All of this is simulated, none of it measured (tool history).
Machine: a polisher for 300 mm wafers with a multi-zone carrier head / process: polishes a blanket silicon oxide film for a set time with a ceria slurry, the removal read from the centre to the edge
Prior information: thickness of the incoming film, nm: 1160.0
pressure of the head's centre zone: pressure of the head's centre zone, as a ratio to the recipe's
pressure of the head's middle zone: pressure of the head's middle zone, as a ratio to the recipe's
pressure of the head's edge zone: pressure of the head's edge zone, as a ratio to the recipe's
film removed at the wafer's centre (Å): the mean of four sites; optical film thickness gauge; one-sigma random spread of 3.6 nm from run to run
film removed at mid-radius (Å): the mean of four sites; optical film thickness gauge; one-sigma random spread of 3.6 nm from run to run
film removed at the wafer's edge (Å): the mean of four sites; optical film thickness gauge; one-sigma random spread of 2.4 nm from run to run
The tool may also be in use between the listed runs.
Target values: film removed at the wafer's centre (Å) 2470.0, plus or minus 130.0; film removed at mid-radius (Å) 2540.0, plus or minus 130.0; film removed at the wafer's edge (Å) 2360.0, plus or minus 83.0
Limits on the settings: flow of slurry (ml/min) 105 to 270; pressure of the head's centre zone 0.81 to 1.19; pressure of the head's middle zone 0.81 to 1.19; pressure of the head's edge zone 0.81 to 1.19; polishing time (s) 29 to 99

run	hour	flow of slurry (ml/min)	pressure of the head's centre zone	pressure of the head's middle zone	pressure of the head's edge zone	polishing time (s)	film removed at the wafer's centre (Å)	film removed at mid-radius (Å)	film removed at the wafer's edge (Å)
1	0.0	175	1.00	1.00	1.00	64	3754.7	3864.3	3948.1
2	6.5	205	1.00	1.00	1.00	64	3937.3	3896.3	3938.3
3	14.0	205	1.00	1.00	1.00	54	3270.8	3418.0	3337.5
4	20.8	205	1.00	1.00	1.00	63	3906.6	3995.2	3910.2
5	21.5	225	1.00	1.00	1.00	63	3920.9	4068.8	4006.4
6	23.1	210	1.00	0.99	0.95	55	3380.1	3507.5	3375.3
7	32.0	205	1.01	0.98	0.93	48	2961.7	2879.5	2885.5
8	39.7	195	1.00	1.00	0.90	45	2709.4	2750.4	2637.2

Pick the move, out of 4, that brings all results within their allowed miss; only one does.
A	47.4	155	0.90	0.81	1.00	52	?	?	?
B	47.4	185	1.04	0.90	0.93	51	?	?	?
C	47.4	195	1.01	1.00	0.86	41	?	?	?
D	47.4	180	0.90	1.01	0.82	45	?	?	?

move	film removed at the wafer's centre (Å)	film removed at mid-radius (Å)	film removed at the wafer's edge (Å)
A	2807.8	2686.2	3099.6
B	3116.5	2924.8	3005.8
C	2483.9	2559.0	2347.1
D	2506.0	2795.0	2501.4
A: misses by more than the last run did
B: misses by more than the last run did
C: all results in spec
D: better than the last run, though not everything is in spec
Correct choice: C, which meets every target
